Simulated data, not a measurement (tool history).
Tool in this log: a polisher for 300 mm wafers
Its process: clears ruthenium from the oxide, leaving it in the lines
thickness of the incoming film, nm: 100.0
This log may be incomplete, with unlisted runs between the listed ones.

run	day	flow of slurry (ml/min)	pressure of the wafer on the pad (kPa)	speed of the pad under the wafer (cm/s)	overpolish time after the end point (s)	time until the end point was called (s)
1	0.000	295	18.6	94	15	67.239
2	0.142	295	18.6	94	12	67.114
3	0.350	295	19.3	94	12	65.640
4	0.575	295	20.0	94	12	63.471
5	0.742	295	20.7	94	12	59.057
6	0.808	295	22.8	94	12	56.363
7	1.012	295	23.4	94	12	53.777
8	1.188	295	24.1	94	12	52.589
9	1.233	295	24.8	94	12	51.131

Run 10, settings as shown, results not yet in. Your forecast:
10	1.362	295	25.5	94	12	?

time until the end point was called (s): 49.187
